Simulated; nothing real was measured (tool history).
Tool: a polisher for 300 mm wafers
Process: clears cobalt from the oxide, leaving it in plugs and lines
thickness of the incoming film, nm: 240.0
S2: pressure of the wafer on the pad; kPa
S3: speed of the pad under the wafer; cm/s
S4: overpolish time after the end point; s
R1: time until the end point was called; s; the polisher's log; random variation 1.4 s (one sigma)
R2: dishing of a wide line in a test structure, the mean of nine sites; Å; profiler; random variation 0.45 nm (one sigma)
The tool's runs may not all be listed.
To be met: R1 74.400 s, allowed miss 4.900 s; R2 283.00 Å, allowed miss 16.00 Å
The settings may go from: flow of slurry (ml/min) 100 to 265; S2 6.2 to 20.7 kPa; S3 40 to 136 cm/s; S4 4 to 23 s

run 1 hour=0.0 | flow_of_slurry_(ml/min)=170 S2=13.1 S3=88 S4=12 | R1=43.201 R2=406.58
run 2 hour=3.4 | flow_of_slurry_(ml/min)=170 S2=11.0 S3=86 S4=12 | R1=52.651 R2=356.52
run 3 hour=8.8 | flow_of_slurry_(ml/min)=170 S2=11.0 S3=100 S4=12 | R1=47.096 R2=387.53
run 4 hour=15.5 | flow_of_slurry_(ml/min)=170 S2=9.7 S3=98 S4=12 | R1=54.625 R2=354.01
run 5 hour=22.2 | flow_of_slurry_(ml/min)=210 S2=9.7 S3=98 S4=12 | R1=53.037 R2=356.97
run 6 hour=28.2 | flow_of_slurry_(ml/min)=210 S2=9.0 S3=96 S4=12 | R1=57.942 R2=337.32
run 7 hour=33.4 | flow_of_slurry_(ml/min)=210 S2=8.3 S3=96 S4=12 | R1=61.742 R2=329.63
run 8 hour=38.8 | flow_of_slurry_(ml/min)=210 S2=7.6 S3=96 S4=12 | R1=67.725 R2=312.50

Which of these 5 next moves meets every target?
run A hour=44.2 | flow_of_slurry_(ml/min)=240 S2=8.3 S3=80 S4=15 | R1=? R2=?
run B hour=44.2 | flow_of_slurry_(ml/min)=265 S2=6.2 S3=104 S4=12 | R1=? R2=?
run C hour=44.2 | flow_of_slurry_(ml/min)=180 S2=7.6 S3=82 S4=15 | R1=? R2=?
run D hour=44.2 | flow_of_slurry_(ml/min)=210 S2=8.3 S3=92 S4=14 | R1=? R2=?
run E hour=44.2 | flow_of_slurry_(ml/min)=200 S2=6.9 S3=96 S4=16 | R1=? R2=?

move=A R1=72.248 R2=349.40
move=B R1=72.732 R2=296.42
move=C R1=79.676 R2=326.46
move=D R1=64.149 R2=360.97
move=E R1=73.667 R2=360.27
A: further off than the last run
B: meets every target
C: further off than the last run
D: further off than the last run
E: further off than the last run
The right move is B.
